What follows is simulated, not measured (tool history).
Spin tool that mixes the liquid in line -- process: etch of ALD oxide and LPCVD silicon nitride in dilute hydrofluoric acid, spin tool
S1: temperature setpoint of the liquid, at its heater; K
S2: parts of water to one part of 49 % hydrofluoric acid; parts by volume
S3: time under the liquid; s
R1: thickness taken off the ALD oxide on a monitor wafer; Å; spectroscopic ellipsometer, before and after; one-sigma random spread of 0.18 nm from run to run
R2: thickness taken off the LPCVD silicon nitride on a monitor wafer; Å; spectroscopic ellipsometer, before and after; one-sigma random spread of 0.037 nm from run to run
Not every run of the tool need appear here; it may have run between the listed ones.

run 1 hour=0 | S1=294.15 S2=65 S3=180 | R1=381.01 R2=9.1372
run 2 hour=7.6 | S1=294.15 S2=75 S3=180 | R1=329.93 R2=7.9873
run 3 hour=10 | S1=295.65 S2=75 S3=180 | R1=349.75 R2=8.3906
run 4 hour=11.6 | S1=297.15 S2=75 S3=180 | R1=371.3 R2=9.8115
run 5 hour=18.2 | S1=297.15 S2=90 S3=180 | R1=304.16 R2=8.1926
run 6 hour=19.1 | S1=298.15 S2=85 S3=180 | R1=336.16 R2=9.001

Estimate the outcome of run 7 from the log above:
run 7 hour=22.5 | S1=299.15 S2=80 S3=180 | R1=? R2=?

{"run 7": {"R1": 373.05, "R2": 10.772}}

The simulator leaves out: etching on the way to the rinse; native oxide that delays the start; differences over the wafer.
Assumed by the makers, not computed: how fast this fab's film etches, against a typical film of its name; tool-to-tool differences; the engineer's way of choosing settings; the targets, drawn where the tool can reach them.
